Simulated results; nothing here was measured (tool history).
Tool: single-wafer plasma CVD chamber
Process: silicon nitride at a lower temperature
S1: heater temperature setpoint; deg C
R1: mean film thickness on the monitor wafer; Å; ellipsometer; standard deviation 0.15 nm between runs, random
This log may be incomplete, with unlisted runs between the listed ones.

{"run": 1, "day": 0.0, "S1": 375, "chamber pressure (mTorr)": 1140, "RF power (W)": 365, "deposition time (s)": 27.8, "R1": 319.77}
{"run": 2, "day": 0.204, "S1": 375, "chamber pressure (mTorr)": 1140, "RF power (W)": 315, "deposition time (s)": 27.8, "R1": 292.26}
{"run": 3, "day": 0.254, "S1": 375, "chamber pressure (mTorr)": 1140, "RF power (W)": 265, "deposition time (s)": 27.8, "R1": 258.52}
{"run": 4, "day": 0.429, "S1": 375, "chamber pressure (mTorr)": 1180, "RF power (W)": 280, "deposition time (s)": 27.9, "R1": 271.44}
{"run": 5, "day": 0.712, "S1": 371, "chamber pressure (mTorr)": 1180, "RF power (W)": 280, "deposition time (s)": 27.9, "R1": 272.97}
{"run": 6, "day": 0.988, "S1": 381, "chamber pressure (mTorr)": 1180, "RF power (W)": 280, "deposition time (s)": 27.9, "R1": 271.27}

Forecast run 7:
{"run": 7, "day": 1.25, "S1": 381, "chamber pressure (mTorr)": 1220, "RF power (W)": 295, "deposition time (s)": 28.0, "R1": "?"}

Run 7 yielded R1 284.25 Å.

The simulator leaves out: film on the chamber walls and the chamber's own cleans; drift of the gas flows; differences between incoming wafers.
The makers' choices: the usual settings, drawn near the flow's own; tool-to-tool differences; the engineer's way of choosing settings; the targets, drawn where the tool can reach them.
